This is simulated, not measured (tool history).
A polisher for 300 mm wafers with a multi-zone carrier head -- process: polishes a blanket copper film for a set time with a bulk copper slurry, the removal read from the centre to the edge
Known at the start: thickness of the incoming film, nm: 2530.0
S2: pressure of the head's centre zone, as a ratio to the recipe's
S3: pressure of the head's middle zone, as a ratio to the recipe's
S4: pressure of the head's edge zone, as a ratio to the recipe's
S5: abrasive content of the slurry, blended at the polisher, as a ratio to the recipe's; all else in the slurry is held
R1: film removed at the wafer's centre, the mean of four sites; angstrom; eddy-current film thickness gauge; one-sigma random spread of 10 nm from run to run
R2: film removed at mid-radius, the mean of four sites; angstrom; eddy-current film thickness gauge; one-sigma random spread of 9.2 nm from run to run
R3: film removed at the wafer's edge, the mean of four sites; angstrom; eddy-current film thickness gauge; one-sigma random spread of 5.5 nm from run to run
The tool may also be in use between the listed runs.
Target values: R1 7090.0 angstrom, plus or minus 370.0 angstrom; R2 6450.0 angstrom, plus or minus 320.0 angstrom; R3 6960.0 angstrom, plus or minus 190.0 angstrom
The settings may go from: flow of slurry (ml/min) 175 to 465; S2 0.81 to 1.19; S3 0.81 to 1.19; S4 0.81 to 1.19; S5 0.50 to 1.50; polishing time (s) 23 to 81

Run 1, hour 0.0: flow of slurry (ml/min) 295, S2 1.00, S3 1.00, S4 1.00, S5 1.00, polishing time (s) 52. Result: R1 5247.0 angstrom, R2 5534.6 angstrom, R3 5442.0 angstrom.
Run 2, hour 8.6: flow of slurry (ml/min) 295, S2 1.00, S3 1.00, S4 1.00, S5 1.10, polishing time (s) 52. Result: R1 5406.9 angstrom, R2 5475.5 angstrom, R3 5563.2 angstrom.
Run 3, hour 17.4: flow of slurry (ml/min) 295, S2 1.00, S3 1.00, S4 1.00, S5 1.10, polishing time (s) 42. Result: R1 4323.6 angstrom, R2 4407.8 angstrom, R3 4509.0 angstrom.
Run 4, hour 22.4: flow of slurry (ml/min) 295, S2 1.00, S3 1.00, S4 1.00, S5 1.10, polishing time (s) 48. Result: R1 4977.1 angstrom, R2 5107.1 angstrom, R3 5101.5 angstrom.
Run 5, hour 26.3: flow of slurry (ml/min) 295, S2 1.00, S3 1.00, S4 1.00, S5 0.90, polishing time (s) 48. Result: R1 4709.7 angstrom, R2 4830.7 angstrom, R3 4870.5 angstrom.
Run 6, hour 29.2: flow of slurry (ml/min) 355, S2 1.00, S3 1.00, S4 1.00, S5 0.90, polishing time (s) 48. Result: R1 4850.1 angstrom, R2 4862.6 angstrom, R3 4941.5 angstrom.
Run 7, hour 30.6: flow of slurry (ml/min) 360, S2 1.02, S3 1.00, S4 1.03, S5 1.05, polishing time (s) 50. Result: R1 5360.0 angstrom, R2 5264.8 angstrom, R3 5389.4 angstrom.
Run 8, hour 33.7: flow of slurry (ml/min) 365, S2 1.03, S3 0.99, S4 1.05, S5 1.15, polishing time (s) 52. Result: R1 5674.9 angstrom, R2 5507.0 angstrom, R3 5784.8 angstrom.
Run 9, hour 37.7: flow of slurry (ml/min) 365, S2 1.03, S3 0.99, S4 1.05, S5 1.15, polishing time (s) 52. Result: R1 5854.1 angstrom, R2 5547.9 angstrom, R3 5900.1 angstrom.
Run 10, hour 38.5: flow of slurry (ml/min) 365, S2 1.04, S3 1.00, S4 1.07, S5 1.25, polishing time (s) 52. Result: R1 5905.8 angstrom, R2 5846.8 angstrom, R3 5926.5 angstrom.
Run 11, hour 45.5: flow of slurry (ml/min) 370, S2 1.05, S3 0.99, S4 1.08, S5 1.30, polishing time (s) 53. Result: R1 6192.7 angstrom, R2 6031.1 angstrom, R3 6255.4 angstrom.
Run 12, hour 51.3: flow of slurry (ml/min) 375, S2 1.07, S3 0.98, S4 1.09, S5 1.35, polishing time (s) 53. Result: R1 6301.7 angstrom, R2 5956.2 angstrom, R3 6274.0 angstrom.
Run 13, hour 55.6: flow of slurry (ml/min) 380, S2 1.08, S3 0.98, S4 1.11, S5 1.40, polishing time (s) 54. Result: R1 6356.1 angstrom, R2 6340.9 angstrom, R3 6608.6 angstrom.
Run 14, hour 58.2: flow of slurry (ml/min) 395, S2 1.10, S3 0.97, S4 1.11, S5 1.45, polishing time (s) 54. Result: R1 6581.8 angstrom, R2 6027.9 angstrom, R3 6589.2 angstrom.

Next run, 4 choices. One meets every target within its allowed miss, the rest don't. Which?
Run A, hour 60.8: flow of slurry (ml/min) 430, S2 1.17, S3 0.83, S4 1.02, S5 1.50, polishing time (s) 54. Result: R1 ?, R2 ?, R3 ?.
Run B, hour 60.8: flow of slurry (ml/min) 440, S2 1.12, S3 0.96, S4 1.12, S5 1.50, polishing time (s) 56. Result: R1 ?, R2 ?, R3 ?.
Run C, hour 60.8: flow of slurry (ml/min) 345, S2 1.16, S3 0.89, S4 1.03, S5 1.45, polishing time (s) 56. Result: R1 ?, R2 ?, R3 ?.
Run D, hour 60.8: flow of slurry (ml/min) 415, S2 0.96, S3 0.97, S4 1.17, S5 1.45, polishing time (s) 55. Result: R1 ?, R2 ?, R3 ?.

move      R1      R2      R3
   A  7313.0  5662.3  6479.7
   B  7342.3  6490.7  7038.8
   C  7340.7  6003.9  6607.5
   D  6313.3  6345.2  6988.4
A: the biggest miss grows against the last run
B: hits every target within its allowed miss
C: no nearer and no further than the last run
D: brings the result that was furthest off to its target, and leaves another outside
Correct choice: B, which meets every target

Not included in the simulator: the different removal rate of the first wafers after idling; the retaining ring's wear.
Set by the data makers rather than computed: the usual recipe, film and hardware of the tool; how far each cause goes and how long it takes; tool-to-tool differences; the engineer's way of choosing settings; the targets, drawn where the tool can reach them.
